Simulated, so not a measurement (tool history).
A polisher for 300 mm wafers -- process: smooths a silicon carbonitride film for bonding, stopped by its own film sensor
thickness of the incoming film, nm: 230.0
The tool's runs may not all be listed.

run	day	flow of slurry (ml/min)	pressure of the wafer on the pad (psi)	speed of the pad under the wafer (cm/s)	abrasive content of the slurry	target thickness at which the film sensor stops the polish (angstrom)	time until the film sensor stopped the polish (s)
1	0.000	230	2.2	74	1.0	1890	184.18
2	0.167	230	2.7	74	1.0	1890	150.32
3	0.454	230	2.3	68	1.0	1890	188.26
4	0.696	230	2.0	68	1.0	1890	216.31
5	0.838	230	1.8	64	1.0	1890	247.34
6	0.917	230	1.6	60	1.0	1890	297.18
7	1.038	230	1.5	60	1.0	1890	308.73

Forecast run 8:
8	1.067	230	1.4	60	1.0	1890	?

Run 8 measured time until the film sensor stopped the polish (s) 327.09.
